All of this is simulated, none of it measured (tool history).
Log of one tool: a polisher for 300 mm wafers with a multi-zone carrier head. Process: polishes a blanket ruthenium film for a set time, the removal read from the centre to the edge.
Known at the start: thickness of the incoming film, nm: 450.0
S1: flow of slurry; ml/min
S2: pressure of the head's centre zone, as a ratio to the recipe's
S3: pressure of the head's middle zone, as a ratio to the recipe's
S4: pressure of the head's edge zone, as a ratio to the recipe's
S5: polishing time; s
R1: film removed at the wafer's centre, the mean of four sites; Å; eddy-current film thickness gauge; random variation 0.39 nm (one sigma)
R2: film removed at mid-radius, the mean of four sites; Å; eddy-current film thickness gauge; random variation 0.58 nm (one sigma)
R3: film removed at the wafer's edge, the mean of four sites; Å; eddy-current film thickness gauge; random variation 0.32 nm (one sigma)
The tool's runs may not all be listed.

Run 1, day 0.000: S1 160 ml/min, S2 1.00, S3 1.00, S4 1.00, S5 60 s. Result: R1 394.77 Å, R2 397.12 Å, R3 386.75 Å.
Run 2, day 0.346: S1 170 ml/min, S2 1.02, S3 1.00, S4 1.03, S5 61 s. Result: R1 414.81 Å, R2 397.69 Å, R3 401.00 Å.
Run 3, day 0.717: S1 175 ml/min, S2 1.03, S3 1.01, S4 1.05, S5 62 s. Result: R1 425.26 Å, R2 401.05 Å, R3 410.21 Å.
Run 4, day 0.967: S1 145 ml/min, S2 1.03, S3 1.01, S4 1.05, S5 62 s. Result: R1 411.29 Å, R2 392.00 Å, R3 398.15 Å.
Run 5, day 1.000: S1 145 ml/min, S2 1.03, S3 1.01, S4 1.05, S5 56 s. Result: R1 369.56 Å, R2 357.20 Å, R3 363.10 Å.
Run 6, day 1.046: S1 145 ml/min, S2 0.96, S3 1.01, S4 1.05, S5 56 s. Result: R1 348.85 Å, R2 355.41 Å, R3 364.05 Å.
Run 7, day 1.175: S1 190 ml/min, S2 1.06, S3 1.02, S4 1.15, S5 68 s. Result: R1 486.42 Å, R2 450.71 Å, R3 474.58 Å.

Run 8 comes next. What will it give?
Run 8, day 1.438: S1 195 ml/min, S2 1.07, S3 1.02, S4 1.15, S5 68 s. Result: R1 ?, R2 ?, R3 ?.

R1: 499.93 Å
R2: 453.60 Å
R3: 472.20 Å
